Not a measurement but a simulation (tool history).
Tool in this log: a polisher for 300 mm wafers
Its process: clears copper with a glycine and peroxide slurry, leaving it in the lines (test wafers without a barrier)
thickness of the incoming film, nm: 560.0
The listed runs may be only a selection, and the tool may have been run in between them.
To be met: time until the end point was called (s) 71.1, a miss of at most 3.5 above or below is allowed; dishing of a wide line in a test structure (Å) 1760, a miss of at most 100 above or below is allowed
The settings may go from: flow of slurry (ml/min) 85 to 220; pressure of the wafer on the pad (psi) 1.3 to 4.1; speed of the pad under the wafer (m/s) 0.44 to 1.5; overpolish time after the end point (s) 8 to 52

run	hour	flow of slurry (ml/min)	pressure of the wafer on the pad (psi)	speed of the pad under the wafer (m/s)	overpolish time after the end point (s)	time until the end point was called (s)	dishing of a wide line in a test structure (Å)
1	0	140	2.7	0.96	26	102.58	926.21
2	4.7	140	2.7	0.82	26	116.93	860.59
3	8.7	170	2.7	0.82	26	117.26	894.89
4	14.8	205	2.7	0.82	26	109.89	940.5
5	17	205	2.7	0.82	20	110.89	760.17
6	18.2	205	2.8	0.84	22	107.18	832.47
7	24.4	205	2.9	0.86	24	101.65	921.28
8	29.8	205	3	0.88	25	97.866	982.87
9	36.4	205	3.1	0.9	26	93.988	1055.7
10	44.8	195	3.8	1.02	37	73.315	1624.9
11	53.5	195	3.8	1.02	37	74.237	1607.4
12	59	195	3.9	1.02	38	70.583	1650.9

Of the 4 settings listed for the next run, only one would bring every result within its allowed miss of target. Which one?
A	64.5	200	3.7	1.06	34	?	?
B	64.5	195	2.9	1.34	46	?	?
C	64.5	180	4.1	1.16	31	?	?
D	64.5	205	3.8	1	36	?	?

move	time until the end point was called (s)	dishing of a wide line in a test structure (Å)
A	72.674	1492.2
B	71.505	1689.4
C	62.921	1549.1
D	74.642	1528.5
A: further off than the last run
B: each result inside its tolerance
C: further off than the last run
D: further off than the last run
Correct choice: B, which meets every target

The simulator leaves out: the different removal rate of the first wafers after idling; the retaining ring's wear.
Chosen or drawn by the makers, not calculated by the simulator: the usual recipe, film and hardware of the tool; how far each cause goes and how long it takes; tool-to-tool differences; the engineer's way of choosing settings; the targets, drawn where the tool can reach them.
